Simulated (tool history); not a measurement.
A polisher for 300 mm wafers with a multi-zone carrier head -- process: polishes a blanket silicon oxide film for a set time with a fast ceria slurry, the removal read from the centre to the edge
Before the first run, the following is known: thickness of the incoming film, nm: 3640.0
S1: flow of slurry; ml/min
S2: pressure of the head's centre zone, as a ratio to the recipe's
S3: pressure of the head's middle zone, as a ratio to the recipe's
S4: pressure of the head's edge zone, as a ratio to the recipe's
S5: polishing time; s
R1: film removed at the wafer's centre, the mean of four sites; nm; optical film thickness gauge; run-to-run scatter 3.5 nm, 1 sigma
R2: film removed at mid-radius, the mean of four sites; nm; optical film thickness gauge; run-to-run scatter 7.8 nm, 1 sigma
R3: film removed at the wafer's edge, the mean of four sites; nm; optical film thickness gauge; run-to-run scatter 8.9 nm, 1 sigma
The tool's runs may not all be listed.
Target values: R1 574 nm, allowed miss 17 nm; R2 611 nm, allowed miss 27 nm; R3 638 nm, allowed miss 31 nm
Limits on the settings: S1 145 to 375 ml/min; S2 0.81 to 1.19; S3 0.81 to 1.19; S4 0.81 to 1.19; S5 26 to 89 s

run    day   S1    S2    S3    S4  S5      R1      R2      R3
  1      0  240     1     1     1  57  1090.7  1084.8  1110.3
  2  0.062  235  0.98  0.99  0.98  53  991.87  997.21    1026
  3  0.358  235  0.98  0.99  0.98  66  1252.5  1275.6  1312.9
  4  0.554  230  0.96  0.98  0.97  61  1140.5  1166.6  1177.8
  5   0.75  225  0.94  0.97  0.98  56  1024.7  1052.5  1068.7
  6  0.938  225  0.92  0.96  0.99  52  935.31  970.26  1015.5
  7  1.158  220  0.91  0.95  0.98  48  850.06  891.41  937.73
  8  1.242  215   0.9  0.94  0.97  45  775.65  817.76  869.19
  9  1.492  210   0.9  0.93  0.95  43  743.84  770.59  799.15
 10   1.85  170  0.81  0.85  0.91  34   533.9  558.38  628.09
 11  1.875  180  0.81  0.86  0.91  34  531.63  564.18  620.69
 12  1.962  185  0.82  0.87  0.91  34  542.02  559.27  627.54
 13  2.308  185  0.83  0.88  0.91  34  550.89  582.78  615.38
 14  2.662  190  0.83  0.88  0.91  34  547.74   577.3  637.32
 15  2.796  190  0.84  0.89  0.91  34  556.91  578.11  636.74
 16  3.133  190  0.84   0.9  0.91  34  547.09  596.41  629.96

4 candidate next runs follow, results not yet known. Just one meets every target within its allowed miss. Identify it.
  A  3.471  185  0.83  0.98  0.81  36   ?   ?   ?
  B  3.471  155  0.81  0.99  1.12  34   ?   ?   ?
  C  3.471  200  0.86   0.9  0.97  33   ?   ?   ?
  D  3.471  180  0.84   0.9  0.85  35   ?   ?   ?

move      R1      R2      R3
   A  577.56   673.3  639.51
   B   523.1  627.32  666.48
   C  548.29  579.82  627.94
   D  563.97   607.6  630.72
A: puts the biggest miss on target and leaves a different result outside tolerance
B: further off than the last run
C: roughly where the last run was
D: all results land within tolerance of their targets
D is the move that brings every result within its allowed miss.
